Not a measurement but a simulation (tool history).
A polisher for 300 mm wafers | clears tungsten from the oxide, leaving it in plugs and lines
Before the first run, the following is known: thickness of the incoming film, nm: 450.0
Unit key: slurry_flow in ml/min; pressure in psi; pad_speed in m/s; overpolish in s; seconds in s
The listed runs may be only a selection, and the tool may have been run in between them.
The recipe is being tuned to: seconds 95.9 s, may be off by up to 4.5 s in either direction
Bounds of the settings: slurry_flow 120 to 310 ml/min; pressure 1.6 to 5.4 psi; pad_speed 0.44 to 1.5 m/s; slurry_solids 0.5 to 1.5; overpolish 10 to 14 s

run,day,slurry_flow,pressure,pad_speed,slurry_solids,overpolish,seconds
1,0,200,3.5,0.96,1,14,114.61
2,0.346,200,2.8,0.96,1,14,145.47
3,0.475,200,3.2,0.96,1,14,128.73
4,0.604,200,2.7,0.96,1,14,154.11
5,0.725,200,3.1,0.96,1,14,130.66
6,0.888,200,3.1,0.96,1.15,14,127.73
7,0.942,200,3.1,0.96,1.15,14,129.41
8,1.171,200,3.4,0.96,1.15,14,116.44
9,1.321,200,3.6,0.96,1.15,14,112.05
10,1.375,200,3.8,0.96,1.15,14,107.23

Consider the 5 candidate settings below. Which is the only one whose results all fall within their allowed miss of target?
A,1.429,220,3.1,1.02,1.2,14,?
B,1.429,150,4.7,0.92,1.05,10,?
C,1.429,235,4.4,0.96,1.3,10,?
D,1.429,195,4.1,1.12,1.15,14,?
E,1.429,175,4.2,0.86,1.45,14,?

move,seconds
A,116.5
B,93.114
C,86.005
D,82.997
E,102.08
A: lands further from the targets than the last run did
B: all results in spec
C: pushes the last run's worst result past its target
D: pushes the last run's worst result past its target
E: gains on the last run, yet a result remains outside its allowed miss
The right move is B.
